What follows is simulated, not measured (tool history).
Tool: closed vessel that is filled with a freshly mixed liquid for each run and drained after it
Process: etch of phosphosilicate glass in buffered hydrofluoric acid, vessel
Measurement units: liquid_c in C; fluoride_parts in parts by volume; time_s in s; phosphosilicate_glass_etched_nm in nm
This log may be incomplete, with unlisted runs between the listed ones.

run,hour,liquid_c,fluoride_parts,time_s,phosphosilicate_glass_etched_nm
1,0.0,20.0,12.5,100,588.46
2,2.9,21.0,12.5,100,623.20
3,11.5,22.0,12.5,100,652.05
4,19.4,23.0,12.5,100,693.75
5,21.8,23.0,12.5,110,753.88
6,29.4,23.0,14.0,110,681.50
7,33.8,23.0,14.0,110,669.55
8,38.1,24.0,14.0,110,721.38
9,40.2,24.5,14.0,110,735.95
# hour 44.5: thermometer replaced
10,44.5,25.0,14.0,110,706.92
11,47.0,25.5,13.5,110,757.42

Run 12, settings as shown, results not yet in. Your forecast:
12,50.7,26.0,13.0,110,?

Run 12 measured phosphosilicate_glass_etched_nm 804.20 nm.
